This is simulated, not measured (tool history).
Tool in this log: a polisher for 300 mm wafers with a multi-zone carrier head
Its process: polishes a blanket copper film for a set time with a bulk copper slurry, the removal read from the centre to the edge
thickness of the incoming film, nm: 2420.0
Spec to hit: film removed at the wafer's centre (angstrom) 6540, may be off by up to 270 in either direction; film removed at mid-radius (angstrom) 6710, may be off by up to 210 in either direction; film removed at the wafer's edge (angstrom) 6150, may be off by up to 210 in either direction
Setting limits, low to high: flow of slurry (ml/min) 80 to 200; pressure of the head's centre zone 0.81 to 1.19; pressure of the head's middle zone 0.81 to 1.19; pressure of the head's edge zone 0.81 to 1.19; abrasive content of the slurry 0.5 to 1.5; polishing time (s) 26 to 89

| run | hour | flow of slurry (ml/min) | pressure of the head's centre zone | pressure of the head's middle zone | pressure of the head's edge zone | abrasive content of the slurry | polishing time (s) | film removed at the wafer's centre (angstrom) | film removed at mid-radius (angstrom) | film removed at the wafer's edge (angstrom) |
|---|---|---|---|---|---|---|---|---|---|---|
| 1 | 0 | 130 | 1 | 1 | 1 | 1 | 57 | 4424.8 | 4363.3 | 4535 |
| 2 | 5.7 | 130 | 1 | 1 | 1 | 1.1 | 57 | 4587.7 | 4427.6 | 4657 |
| 3 | 11.2 | 130 | 1 | 1.07 | 1 | 1.1 | 57 | 4631.7 | 4718.7 | 4686.2 |
| 4 | 12.4 | 130 | 1 | 1.07 | 1 | 0.95 | 57 | 4443.7 | 4547.9 | 4379.7 |
| 5 | 20.5 | 130 | 1 | 1.15 | 1 | 0.95 | 57 | 4416.9 | 4817.8 | 4391.1 |
| 6 | 23.2 | 130 | 1 | 1.15 | 1 | 0.95 | 49 | 3792.3 | 4062.7 | 3794.1 |
| 7 | 24.1 | 135 | 1.01 | 1.15 | 1 | 1 | 50 | 4081.7 | 4348.4 | 3998.6 |
| 8 | 31.1 | 140 | 1.02 | 1.15 | 1.01 | 1.05 | 51 | 4135.7 | 4476.7 | 4155.6 |
| 9 | 36.8 | 145 | 1.04 | 1.15 | 1.01 | 1.1 | 52 | 4457.4 | 4657.9 | 4246.4 |
| 10 | 38.4 | 150 | 1.05 | 1.15 | 1.02 | 1.15 | 53 | 4714.8 | 4755.4 | 4443.9 |
| 11 | 39.6 | 155 | 1.05 | 1.15 | 1.02 | 1.2 | 54 | 4851.1 | 5088.7 | 4676.4 |
| 12 | 42.5 | 160 | 1.06 | 1.15 | 1.03 | 1.25 | 55 | 5089.2 | 5105.4 | 4744.3 |
| 13 | 46.5 | 160 | 1.06 | 1.15 | 1.03 | 1.3 | 56 | 5180.7 | 5392.6 | 4947.9 |
| 14 | 52.6 | 165 | 1.06 | 1.15 | 1.04 | 1.3 | 57 | 5384.2 | 5516.2 | 5074.6 |
| 15 | 59.1 | 165 | 1.06 | 1.15 | 1.05 | 1.3 | 58 | 5462.1 | 5601 | 5218.2 |

Exactly one of the 4 candidate moves below puts every result within its allowed miss. Which one?
| A | 65.6 | 200 | 1.09 | 1.09 | 1.08 | 1.25 | 67 | ? | ? | ? |
| B | 65.6 | 150 | 1.08 | 1.1 | 1.08 | 1.4 | 68 | ? | ? | ? |
| C | 65.6 | 155 | 1.05 | 1.11 | 1.05 | 1.35 | 75 | ? | ? | ? |
| D | 65.6 | 200 | 1.03 | 1.15 | 1.01 | 1.25 | 69 | ? | ? | ? |

| move | film removed at the wafer's centre (angstrom) | film removed at mid-radius (angstrom) | film removed at the wafer's edge (angstrom) |
|---|---|---|---|
| A | 6647.5 | 6195 | 6065.8 |
| B | 6608 | 6289.4 | 6179.2 |
| C | 7069.8 | 6950.3 | 6698.1 |
| D | 6507.3 | 6671.7 | 6095.4 |
A: better than the last run, though not everything is in spec
B: better than the last run, though not everything is in spec
C: pushes the last run's worst result past its target
D: in spec on every target
D meets every target.
